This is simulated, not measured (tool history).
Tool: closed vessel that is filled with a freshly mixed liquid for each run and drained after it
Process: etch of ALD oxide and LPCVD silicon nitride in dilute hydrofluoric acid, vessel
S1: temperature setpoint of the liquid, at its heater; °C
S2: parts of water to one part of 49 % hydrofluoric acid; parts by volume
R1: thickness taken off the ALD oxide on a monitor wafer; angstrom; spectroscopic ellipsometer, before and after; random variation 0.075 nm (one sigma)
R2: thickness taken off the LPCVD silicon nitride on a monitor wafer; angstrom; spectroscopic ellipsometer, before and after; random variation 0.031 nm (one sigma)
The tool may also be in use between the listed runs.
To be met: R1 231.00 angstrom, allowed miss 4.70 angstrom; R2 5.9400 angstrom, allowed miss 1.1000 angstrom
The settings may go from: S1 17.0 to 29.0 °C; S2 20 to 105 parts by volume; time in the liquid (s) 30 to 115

Run 1, day 0.000: S1 21.0 °C, S2 55 parts by volume, time in the liquid (s) 60. Result: R1 177.62 angstrom, R2 4.8868 angstrom.
Run 2, day 0.258: S1 21.5 °C, S2 55 parts by volume, time in the liquid (s) 60. Result: R1 181.58 angstrom, R2 5.2435 angstrom.
Run 3, day 0.404: S1 21.5 °C, S2 65 parts by volume, time in the liquid (s) 60. Result: R1 152.61 angstrom, R2 4.2230 angstrom.
Run 4, day 0.654: S1 22.0 °C, S2 65 parts by volume, time in the liquid (s) 60. Result: R1 154.16 angstrom, R2 4.5231 angstrom.
Run 5, day 0.692: S1 22.5 °C, S2 65 parts by volume, time in the liquid (s) 60. Result: R1 157.67 angstrom, R2 4.8248 angstrom.
Run 6, day 0.833: S1 22.5 °C, S2 65 parts by volume, time in the liquid (s) 45. Result: R1 118.56 angstrom, R2 3.3091 angstrom.
Run 7, day 1.133: S1 23.0 °C, S2 60 parts by volume, time in the liquid (s) 45. Result: R1 132.03 angstrom, R2 4.5132 angstrom.
Run 8, day 1.483: S1 22.5 °C, S2 55 parts by volume, time in the liquid (s) 45. Result: R1 141.93 angstrom, R2 3.9615 angstrom.
Run 9, day 1.658: S1 22.5 °C, S2 50 parts by volume, time in the liquid (s) 45. Result: R1 156.37 angstrom, R2 4.7319 angstrom.

Which of these 5 next moves meets every target?
Run A, day 1.833: S1 25.0 °C, S2 55 parts by volume, time in the liquid (s) 50. Result: R1 ?, R2 ?.
Run B, day 1.833: S1 24.0 °C, S2 40 parts by volume, time in the liquid (s) 45. Result: R1 ?, R2 ?.
Run C, day 1.833: S1 28.5 °C, S2 65 parts by volume, time in the liquid (s) 65. Result: R1 ?, R2 ?.
Run D, day 1.833: S1 19.0 °C, S2 30 parts by volume, time in the liquid (s) 45. Result: R1 ?, R2 ?.
Run E, day 1.833: S1 17.0 °C, S2 40 parts by volume, time in the liquid (s) 70. Result: R1 ?, R2 ?.

move      R1      R2
   A  174.38  5.1252
   B  211.34  5.8889
   C  217.52  7.1114
   D  230.78  5.5041
   E  243.95  5.6301
A: nearer than the last run, and not there yet
B: nearer than the last run, and not there yet
C: nearer than the last run, and not there yet
D: meets every target
E: takes the result that was furthest off past its target
Move D is the one to make.
